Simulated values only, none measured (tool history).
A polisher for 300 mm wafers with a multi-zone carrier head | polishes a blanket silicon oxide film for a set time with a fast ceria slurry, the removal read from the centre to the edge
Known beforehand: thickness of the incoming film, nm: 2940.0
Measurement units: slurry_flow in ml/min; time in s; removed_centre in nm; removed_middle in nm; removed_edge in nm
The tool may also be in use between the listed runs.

run  hour  slurry_flow  centre_zone  middle_zone  edge_zone  time  removed_centre  removed_middle  removed_edge
  1     0          220            1            1          1    57          586.69          648.86        657.14
  2   1.7          245         1.06         0.99       0.97    62          708.16          714.37        720.59
  3   2.7          245         1.06         0.99       1.03    62          714.45          716.36         740.7
  4   4.6          245         1.02         0.99       1.03    62          664.26          701.65         725.5
  5  10.7          260         1.08            1       1.01    64          749.47          741.84        764.69
  6    16          260         1.13            1       1.01    64          792.83          738.78         743.6
  7  21.4          270         1.15            1       0.99    67          832.24           776.3        784.27
       23  -- centre zone pressure recalibrated
  8    23          270         1.15            1       0.99    67           909.3          775.93         783.2
  9  29.3          280         1.16         1.02          1    68           905.3          811.17        804.98

Run 10, settings as shown, results not yet in. Your forecast:
 10  34.2          290         1.17         1.03          1    69               ?               ?             ?

{"run 10": {"removed_centre": 951.33, "removed_middle": 838.22, "removed_edge": 813.49}}

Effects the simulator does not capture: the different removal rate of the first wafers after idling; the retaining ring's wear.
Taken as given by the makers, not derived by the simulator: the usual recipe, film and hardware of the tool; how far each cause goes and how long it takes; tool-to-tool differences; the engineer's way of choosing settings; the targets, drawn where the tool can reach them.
